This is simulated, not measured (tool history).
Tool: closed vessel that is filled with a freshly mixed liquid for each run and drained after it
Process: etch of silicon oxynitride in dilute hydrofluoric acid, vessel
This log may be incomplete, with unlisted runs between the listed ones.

run  hour  temperature setpoint of the liquid (°C)  parts of water to one part of 49 % hydrofluoric acid (parts by volume)  time in the liquid (s)  thickness taken off the silicon oxynitride on a monitor wafer (nm)
  1   0.0                                     25.0                                                                      60                     165                                                             12.0000
  2   7.5                                     25.0                                                                      40                     165                                                             18.5210
  3   8.6                                     21.5                                                                      40                     165                                                             15.4810
  4  10.3                                     21.5                                                                      40                     175                                                             16.4380
  5  17.3                                     21.0                                                                      40                     175                                                             16.1080
  6  23.8                                     17.5                                                                      40                     175                                                             13.4170
  7  30.4                                     17.0                                                                      50                     175                                                             10.4150

Run 8, settings as shown, results not yet in. Your forecast:
  8  34.6                                     17.0                                                                      55                     175                                                                   ?

{"run 8": {"thickness taken off the silicon oxynitride on a monitor wafer (nm)": 9.3908}}

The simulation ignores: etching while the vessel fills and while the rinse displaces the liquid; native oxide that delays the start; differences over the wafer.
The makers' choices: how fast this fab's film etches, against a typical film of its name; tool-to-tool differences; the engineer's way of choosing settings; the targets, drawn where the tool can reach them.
